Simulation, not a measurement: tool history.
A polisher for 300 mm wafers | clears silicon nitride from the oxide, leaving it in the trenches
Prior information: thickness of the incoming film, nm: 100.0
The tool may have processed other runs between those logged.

run	hour	flow of slurry (ml/min)	pressure of the wafer on the pad (psi)	speed of the pad under the wafer (m/s)	overpolish time after the end point (s)	time until the end point was called (s)
1	0	320	2.8	0.98	34	126.44
2	2.7	320	3.4	0.98	34	105.73
3	6.7	320	2.9	0.98	34	124.75
4	15.7	320	2.7	0.98	34	131.15
5	21.5	320	3	0.98	34	120.9
6	30.1	320	3	0.98	37	118.97
7	35.1	320	2.8	0.96	37	127.27

The next listed run, before its measurement:
8	43.9	320	2.6	0.94	37	?

{"run 8": {"time until the end point was called (s)": 142.81}}
